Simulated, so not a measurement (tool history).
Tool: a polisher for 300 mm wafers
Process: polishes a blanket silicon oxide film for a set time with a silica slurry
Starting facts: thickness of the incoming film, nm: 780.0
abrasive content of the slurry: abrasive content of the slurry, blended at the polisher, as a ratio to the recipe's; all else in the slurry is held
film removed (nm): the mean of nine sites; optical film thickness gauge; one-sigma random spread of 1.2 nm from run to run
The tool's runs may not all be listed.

run	hour	flow of slurry (ml/min)	pressure of the wafer on the pad (kPa)	speed of the pad under the wafer (cm/s)	abrasive content of the slurry	polishing time (s)	film removed (nm)
1	0.0	130	21.4	114	1.00	40	104.45
2	7.0	130	20.7	114	1.00	40	104.41
3	11.4	130	20.7	128	1.00	40	109.31
4	15.0	130	20.7	128	0.90	40	107.24
5	23.1	130	20.0	128	0.90	40	102.79
6	28.5	130	20.0	128	1.05	40	111.64
7	34.3	130	19.3	128	1.05	40	107.42
# hour 38.1: slurry nozzle cleaned
8	38.1	130	19.3	128	1.05	40	114.94

What does the tool deliver on the next run?
9	41.5	130	17.9	126	1.05	40	?

film removed (nm): 105.19

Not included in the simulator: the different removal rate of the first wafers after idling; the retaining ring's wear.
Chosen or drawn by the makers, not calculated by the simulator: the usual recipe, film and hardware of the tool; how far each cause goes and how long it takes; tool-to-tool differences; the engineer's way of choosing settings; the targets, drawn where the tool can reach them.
